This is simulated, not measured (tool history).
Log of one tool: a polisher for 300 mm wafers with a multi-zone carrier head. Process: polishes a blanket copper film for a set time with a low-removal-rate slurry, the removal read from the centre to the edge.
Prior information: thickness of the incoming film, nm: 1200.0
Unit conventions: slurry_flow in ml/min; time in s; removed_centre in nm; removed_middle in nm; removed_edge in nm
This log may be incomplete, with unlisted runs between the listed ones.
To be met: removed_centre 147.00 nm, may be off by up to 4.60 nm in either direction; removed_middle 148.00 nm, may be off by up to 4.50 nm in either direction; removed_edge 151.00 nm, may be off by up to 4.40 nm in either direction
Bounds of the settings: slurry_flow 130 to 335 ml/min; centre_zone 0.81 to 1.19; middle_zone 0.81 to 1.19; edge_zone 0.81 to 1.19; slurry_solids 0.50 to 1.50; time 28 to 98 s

Run 1, day 0.000: slurry_flow 215 ml/min, centre_zone 1.00, middle_zone 1.00, edge_zone 1.00, slurry_solids 1.00, time 63 s. Result: removed_centre 239.73 nm, removed_middle 232.46 nm, removed_edge 230.60 nm.
Run 2, day 0.304: slurry_flow 215 ml/min, centre_zone 1.00, middle_zone 1.00, edge_zone 1.04, slurry_solids 1.00, time 63 s. Result: removed_centre 239.16 nm, removed_middle 229.85 nm, removed_edge 235.69 nm.
Run 3, day 0.479: slurry_flow 210 ml/min, centre_zone 0.98, middle_zone 0.98, edge_zone 1.01, slurry_solids 0.90, time 60 s. Result: removed_centre 219.07 nm, removed_middle 209.95 nm, removed_edge 212.84 nm.
Run 4, day 0.700: slurry_flow 200 ml/min, centre_zone 0.95, middle_zone 0.96, edge_zone 0.99, slurry_solids 0.85, time 58 s. Result: removed_centre 195.32 nm, removed_middle 197.10 nm, removed_edge 198.88 nm.
Run 5, day 0.958: slurry_flow 200 ml/min, centre_zone 0.95, middle_zone 0.96, edge_zone 0.99, slurry_solids 0.85, time 47 s. Result: removed_centre 160.57 nm, removed_middle 158.02 nm, removed_edge 164.04 nm.
Run 6, day 1.175: slurry_flow 200 ml/min, centre_zone 0.95, middle_zone 0.96, edge_zone 0.99, slurry_solids 0.85, time 38 s. Result: removed_centre 130.11 nm, removed_middle 130.65 nm, removed_edge 132.31 nm.
Run 7, day 1.283: slurry_flow 210 ml/min, centre_zone 0.95, middle_zone 0.97, edge_zone 1.01, slurry_solids 0.90, time 38 s. Result: removed_centre 132.83 nm, removed_middle 134.06 nm, removed_edge 137.22 nm.
Run 8, day 1.600: slurry_flow 270 ml/min, centre_zone 0.99, middle_zone 1.03, edge_zone 1.08, slurry_solids 0.95, time 38 s. Result: removed_centre 146.47 nm, removed_middle 146.68 nm, removed_edge 145.89 nm.
Run 9, day 1.729: slurry_flow 270 ml/min, centre_zone 0.99, middle_zone 1.03, edge_zone 1.09, slurry_solids 0.95, time 38 s. Result: removed_centre 143.49 nm, removed_middle 145.86 nm, removed_edge 145.79 nm.
Run 10, day 1.821: slurry_flow 270 ml/min, centre_zone 0.99, middle_zone 1.03, edge_zone 1.10, slurry_solids 0.95, time 38 s. Result: removed_centre 143.70 nm, removed_middle 143.14 nm, removed_edge 146.07 nm.
Run 11, day 2.012: slurry_flow 275 ml/min, centre_zone 0.99, middle_zone 1.03, edge_zone 1.10, slurry_solids 0.95, time 38 s. Result: removed_centre 146.80 nm, removed_middle 146.28 nm, removed_edge 145.35 nm.
Run 12, day 2.112: slurry_flow 275 ml/min, centre_zone 0.99, middle_zone 1.03, edge_zone 1.10, slurry_solids 0.95, time 38 s. Result: removed_centre 142.88 nm, removed_middle 146.94 nm, removed_edge 144.73 nm.

Which of these 5 next moves meets every target?
Run A, day 2.212: slurry_flow 290 ml/min, centre_zone 1.01, middle_zone 1.09, edge_zone 1.03, slurry_solids 0.85, time 38 s. Result: removed_centre ?, removed_middle ?, removed_edge ?.
Run B, day 2.212: slurry_flow 225 ml/min, centre_zone 0.99, middle_zone 1.03, edge_zone 1.12, slurry_solids 0.85, time 41 s. Result: removed_centre ?, removed_middle ?, removed_edge ?.
Run C, day 2.212: slurry_flow 280 ml/min, centre_zone 0.96, middle_zone 1.10, edge_zone 1.09, slurry_solids 1.00, time 36 s. Result: removed_centre ?, removed_middle ?, removed_edge ?.
Run D, day 2.212: slurry_flow 315 ml/min, centre_zone 1.01, middle_zone 1.11, edge_zone 1.03, slurry_solids 0.90, time 36 s. Result: removed_centre ?, removed_middle ?, removed_edge ?.
Run E, day 2.212: slurry_flow 290 ml/min, centre_zone 0.95, middle_zone 1.08, edge_zone 1.16, slurry_solids 0.80, time 39 s. Result: removed_centre ?, removed_middle ?, removed_edge ?.

move  removed_centre  removed_middle  removed_edge
   A          145.26          151.09        139.46
   B          148.58          151.40        153.20
   C          135.26          149.21        140.51
   D          140.72          148.34        134.69
   E          138.19          151.81        149.39
A: lands further from the targets than the last run did
B: hits every target within its allowed miss
C: lands further from the targets than the last run did
D: lands further from the targets than the last run did
E: puts the biggest miss on target and leaves a different result outside tolerance
The right move is B.

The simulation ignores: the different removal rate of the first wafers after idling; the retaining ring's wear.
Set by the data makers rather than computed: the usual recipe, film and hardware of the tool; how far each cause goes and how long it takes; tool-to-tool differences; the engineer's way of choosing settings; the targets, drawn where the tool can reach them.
